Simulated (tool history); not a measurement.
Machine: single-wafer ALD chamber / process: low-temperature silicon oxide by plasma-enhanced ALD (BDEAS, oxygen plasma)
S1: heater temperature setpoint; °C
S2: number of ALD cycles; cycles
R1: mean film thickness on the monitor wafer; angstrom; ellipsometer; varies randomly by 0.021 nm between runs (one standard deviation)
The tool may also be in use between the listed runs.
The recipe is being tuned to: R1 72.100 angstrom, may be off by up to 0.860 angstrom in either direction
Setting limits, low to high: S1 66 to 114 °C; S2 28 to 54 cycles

run    day  S1  S2      R1
  1  0.000  90  41  64.479
  2  0.254  84  42  67.167
  3  0.304  79  42  68.244
  4  0.342  79  38  61.769
  5  0.371  79  42  68.443
  6  0.425  79  46  74.867
  7  0.525  82  46  74.459
  8  0.833  85  46  73.445
  9  0.875  86  46  73.157

Which of these 4 next moves meets every target?
  A  0.917  87  47   ?
  B  0.917  89  47   ?
  C  0.917  90  46   ?
  D  0.917  77  46   ?

move      R1
   A  74.462
   B  74.010
   C  72.214
   D  75.092
A: further off than the last run
B: further off than the last run
C: every result within its allowed miss
D: further off than the last run
Move C is the one to make.
